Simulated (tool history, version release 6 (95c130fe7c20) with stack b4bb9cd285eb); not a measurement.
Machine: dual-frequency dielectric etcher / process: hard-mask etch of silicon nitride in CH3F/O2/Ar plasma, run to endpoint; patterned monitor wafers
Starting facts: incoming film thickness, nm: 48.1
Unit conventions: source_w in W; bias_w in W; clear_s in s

| run | hour | source_w | bias_w | clear_s |
|---|---|---|---|---|
| 1 | 0.0 | 410 | 93 | 59.929 |
| 2 | 7.3 | 410 | 105 | 57.656 |
| 3 | 14.6 | 430 | 107 | 56.717 |
| 4 | 20.7 | 430 | 121 | 55.183 |
| 5 | 21.3 | 360 | 121 | 58.989 |
| 6 | 30.1 | 390 | 123 | 56.741 |

Run 7, settings as shown, results not yet in. Your forecast:
| 7 | 36.1 | 410 | 125 | ? |

Run 7 came out at clear_s 55.625 s.

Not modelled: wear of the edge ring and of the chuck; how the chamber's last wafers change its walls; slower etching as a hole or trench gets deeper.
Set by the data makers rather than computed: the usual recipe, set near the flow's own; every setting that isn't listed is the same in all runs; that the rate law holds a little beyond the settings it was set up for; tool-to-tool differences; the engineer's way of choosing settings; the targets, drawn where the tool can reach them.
